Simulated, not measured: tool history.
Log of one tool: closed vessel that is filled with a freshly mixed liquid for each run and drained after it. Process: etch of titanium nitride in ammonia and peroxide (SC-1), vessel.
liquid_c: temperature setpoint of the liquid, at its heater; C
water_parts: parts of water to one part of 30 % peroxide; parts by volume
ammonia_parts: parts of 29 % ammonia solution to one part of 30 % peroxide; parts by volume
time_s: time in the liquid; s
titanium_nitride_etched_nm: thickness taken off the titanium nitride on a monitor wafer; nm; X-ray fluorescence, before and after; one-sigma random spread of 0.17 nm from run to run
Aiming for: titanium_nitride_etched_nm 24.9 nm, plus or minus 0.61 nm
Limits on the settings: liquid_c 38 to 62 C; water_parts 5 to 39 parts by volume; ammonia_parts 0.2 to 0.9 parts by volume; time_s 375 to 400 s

run,hour,liquid_c,water_parts,ammonia_parts,time_s,titanium_nitride_etched_nm
1,0,46,21.5,0.5,375,12.161
2,1.1,46,21.5,0.55,375,12.531
3,5.5,46,28,0.55,375,10.872
4,6.6,46,28,0.55,375,10.724
5,10.4,46,28,0.4,375,10.155
6,18.2,52.5,28,0.4,375,15.978
7,24.9,54,28,0.4,375,17.776
8,33.1,55,28,0.4,375,19.08
9,38.3,56,28,0.4,375,20.352
10,40.4,56.5,28,0.4,375,20.817
11,46.6,57,28,0.4,375,21.593
12,49.8,57.5,28,0.4,375,22.676

Exercise: of the 5 proposed moves below, exactly one satisfies all targets within the stated allowed misses. Which move is it?
A,53,57,25,0.4,400,?
B,53,56.5,28,0.45,380,?
C,53,57.5,26.5,0.35,390,?
D,53,58,34.5,0.75,375,?
E,53,57.5,23,0.35,400,?

move,titanium_nitride_etched_nm
A,24.822
B,21.867
C,23.593
D,23.318
E,26.228
A: every result lands within tolerance
B: further off than the last run
C: closer than the last run, but not yet in spec
D: closer than the last run, but not yet in spec
E: moves the result that the last run missed by most past its target, out the other side
So the answer is move A, the one that meets all the targets.
